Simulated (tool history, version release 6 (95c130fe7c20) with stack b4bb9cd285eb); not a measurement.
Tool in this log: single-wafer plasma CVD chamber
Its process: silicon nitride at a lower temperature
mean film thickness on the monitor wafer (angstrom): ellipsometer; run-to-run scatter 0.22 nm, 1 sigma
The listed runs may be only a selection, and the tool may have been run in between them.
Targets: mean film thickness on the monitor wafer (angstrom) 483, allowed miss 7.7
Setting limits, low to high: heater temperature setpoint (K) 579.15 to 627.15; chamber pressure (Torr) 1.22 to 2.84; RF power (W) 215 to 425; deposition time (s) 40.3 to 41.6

| run | hour | heater temperature setpoint (K) | chamber pressure (Torr) | RF power (W) | deposition time (s) | mean film thickness on the monitor wafer (angstrom) |
|---|---|---|---|---|---|---|
| 1 | 0 | 603.15 | 2.03 | 320 | 40.3 | 521.05 |
| 2 | 5.3 | 603.15 | 1.96 | 320 | 40.3 | 516.23 |
| 3 | 13.3 | 603.15 | 1.96 | 320 | 40.3 | 518.43 |
| 4 | 16.9 | 597.15 | 1.96 | 320 | 40.3 | 516.69 |
| 5 | 21.9 | 597.15 | 1.89 | 320 | 40.3 | 510.78 |
| 6 | 23.1 | 604.15 | 1.89 | 320 | 40.3 | 511 |
| 7 | 24.3 | 604.15 | 1.49 | 310 | 40.3 | 460.49 |
| 8 | 29.8 | 604.15 | 1.75 | 315 | 40.3 | 488.59 |
| 9 | 36.7 | 604.15 | 1.74 | 315 | 40.3 | 492.44 |

Next run, 5 choices. One meets every target within its allowed miss, the rest don't. Which?
| A | 43.6 | 609.15 | 1.79 | 330 | 40.3 | ? |
| B | 43.6 | 593.15 | 1.37 | 345 | 41.6 | ? |
| C | 43.6 | 612.15 | 1.69 | 315 | 40.3 | ? |
| D | 43.6 | 615.15 | 2.17 | 305 | 40.3 | ? |
| E | 43.6 | 601.15 | 1.88 | 310 | 40.7 | ? |

| move | mean film thickness on the monitor wafer (angstrom) |
|---|---|
| A | 512.46 |
| B | 503.87 |
| C | 485.18 |
| D | 509.2 |
| E | 501.97 |
A: its largest miss is bigger than the last run's
B: its largest miss is bigger than the last run's
C: each result inside its tolerance
D: its largest miss is bigger than the last run's
E: its largest miss is bigger than the last run's
So the answer is move C, the one that meets all the targets.

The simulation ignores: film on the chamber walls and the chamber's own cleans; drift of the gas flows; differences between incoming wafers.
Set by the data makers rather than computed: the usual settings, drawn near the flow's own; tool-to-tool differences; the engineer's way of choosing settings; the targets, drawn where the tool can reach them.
